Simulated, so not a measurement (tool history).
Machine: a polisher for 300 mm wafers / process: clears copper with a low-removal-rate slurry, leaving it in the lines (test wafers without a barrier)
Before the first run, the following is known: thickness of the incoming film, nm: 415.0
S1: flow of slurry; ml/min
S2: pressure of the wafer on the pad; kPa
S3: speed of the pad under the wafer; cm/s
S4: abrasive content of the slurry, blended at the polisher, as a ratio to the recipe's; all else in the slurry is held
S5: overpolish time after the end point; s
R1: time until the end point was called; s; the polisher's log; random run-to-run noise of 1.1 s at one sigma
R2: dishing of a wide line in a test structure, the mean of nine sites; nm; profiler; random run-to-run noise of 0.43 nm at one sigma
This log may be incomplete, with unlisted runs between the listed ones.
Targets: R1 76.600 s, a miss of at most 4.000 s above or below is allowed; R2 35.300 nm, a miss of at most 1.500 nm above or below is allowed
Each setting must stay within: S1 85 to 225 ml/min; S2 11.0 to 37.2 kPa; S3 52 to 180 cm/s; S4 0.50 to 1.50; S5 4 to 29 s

{"run": 1, "day": 0.0, "S1": 145, "S2": 24.1, "S3": 116, "S4": 1.0, "S5": 15, "R1": 108.95, "R2": 41.093}
{"run": 2, "day": 0.2, "S1": 125, "S2": 24.1, "S3": 116, "S4": 1.0, "S5": 15, "R1": 109.19, "R2": 39.859}
{"run": 3, "day": 0.333, "S1": 125, "S2": 25.5, "S3": 116, "S4": 1.0, "S5": 14, "R1": 106.35, "R2": 40.791}
{"run": 4, "day": 0.496, "S1": 125, "S2": 25.5, "S3": 88, "S4": 1.0, "S5": 14, "R1": 139.56, "R2": 31.358}
{"run": 5, "day": 0.75, "S1": 125, "S2": 25.5, "S3": 88, "S4": 1.0, "S5": 10, "R1": 135.36, "R2": 23.342}
{"run": 6, "day": 0.996, "S1": 125, "S2": 22.1, "S3": 88, "S4": 1.0, "S5": 10, "R1": 153.92, "R2": 20.222}
{"run": 7, "day": 1.308, "S1": 160, "S2": 29.0, "S3": 98, "S4": 1.0, "S5": 7, "R1": 106.39, "R2": 21.237}
{"run": 8, "day": 1.479, "S1": 155, "S2": 29.6, "S3": 100, "S4": 1.0, "S5": 7, "R1": 104.58, "R2": 22.818}
{"run": 9, "day": 1.583, "S1": 150, "S2": 31.0, "S3": 102, "S4": 1.0, "S5": 7, "R1": 95.188, "R2": 23.969}
{"run": 10, "day": 1.675, "S1": 155, "S2": 35.9, "S3": 104, "S4": 1.0, "S5": 12, "R1": 82.79, "R2": 43.252}
{"run": 11, "day": 1.883, "S1": 155, "S2": 35.9, "S3": 104, "S4": 1.0, "S5": 12, "R1": 81.914, "R2": 44.589}
{"run": 12, "day": 2.15, "S1": 160, "S2": 35.9, "S3": 104, "S4": 1.0, "S5": 11, "R1": 81.007, "R2": 40.903}
{"run": 13, "day": 2.2, "S1": 185, "S2": 36.5, "S3": 104, "S4": 1.0, "S5": 8, "R1": 78.205, "R2": 32.47}
{"run": 14, "day": 2.433, "S1": 185, "S2": 36.5, "S3": 104, "S4": 1.0, "S5": 8, "R1": 77.568, "R2": 31.153}
{"run": 15, "day": 2.688, "S1": 180, "S2": 36.5, "S3": 104, "S4": 1.0, "S5": 8, "R1": 80.407, "R2": 31.495}
{"run": 16, "day": 3.054, "S1": 170, "S2": 37.2, "S3": 106, "S4": 1.0, "S5": 8, "R1": 74.857, "R2": 33.329}

Pick the move, out of 5, that brings all results within their allowed miss; only one does.
{"run": "A", "day": 3.421, "S1": 175, "S2": 32.4, "S3": 122, "S4": 0.9, "S5": 8, "R1": "?", "R2": "?"}
{"run": "B", "day": 3.421, "S1": 180, "S2": 36.5, "S3": 106, "S4": 0.95, "S5": 9, "R1": "?", "R2": "?"}
{"run": "C", "day": 3.421, "S1": 160, "S2": 37.2, "S3": 118, "S4": 1.1, "S5": 7, "R1": "?", "R2": "?"}
{"run": "D", "day": 3.421, "S1": 145, "S2": 37.2, "S3": 116, "S4": 1.1, "S5": 7, "R1": "?", "R2": "?"}
{"run": "E", "day": 3.421, "S1": 180, "S2": 37.2, "S3": 104, "S4": 0.9, "S5": 8, "R1": "?", "R2": "?"}

move=A R1=74.312 R2=32.035
move=B R1=74.669 R2=35.543
move=C R1=65.018 R2=32.192
move=D R1=66.879 R2=31.393
move=E R1=75.482 R2=31.745
A: the biggest miss grows against the last run
B: in spec on every target
C: the biggest miss grows against the last run
D: the biggest miss grows against the last run
E: the biggest miss grows against the last run
B is the move that brings every result within its allowed miss.

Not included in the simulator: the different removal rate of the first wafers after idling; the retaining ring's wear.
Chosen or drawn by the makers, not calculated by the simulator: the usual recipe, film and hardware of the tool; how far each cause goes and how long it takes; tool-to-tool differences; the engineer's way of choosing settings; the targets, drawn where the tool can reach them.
